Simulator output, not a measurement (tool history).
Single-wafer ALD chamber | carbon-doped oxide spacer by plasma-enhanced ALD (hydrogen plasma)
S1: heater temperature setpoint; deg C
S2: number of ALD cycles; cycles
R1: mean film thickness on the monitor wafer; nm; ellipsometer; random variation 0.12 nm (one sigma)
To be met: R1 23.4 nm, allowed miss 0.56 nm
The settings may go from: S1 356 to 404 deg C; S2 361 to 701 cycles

run,hour,S1,S2,R1
1,0,380,531,26.158
2,8,373,531,26.484
3,10.6,373,524,26.009
4,12.1,373,550,27.036
5,18.6,379,550,27.219
6,28.4,379,601,29.665
7,34.3,379,586,28.794
8,42.3,379,573,28.42
9,48.5,379,561,27.871

4 next moves are on the table. One of them brings every result within its allowed miss. Which?
A,54.7,399,442,?
B,54.7,382,442,?
C,54.7,378,475,?
D,54.7,375,498,?

move,R1
A,21.738
B,21.738
C,23.361
D,24.492
A: takes the result that was furthest off past its target
B: takes the result that was furthest off past its target
C: meets every target
D: nearer than the last run, and not there yet
Answer: C
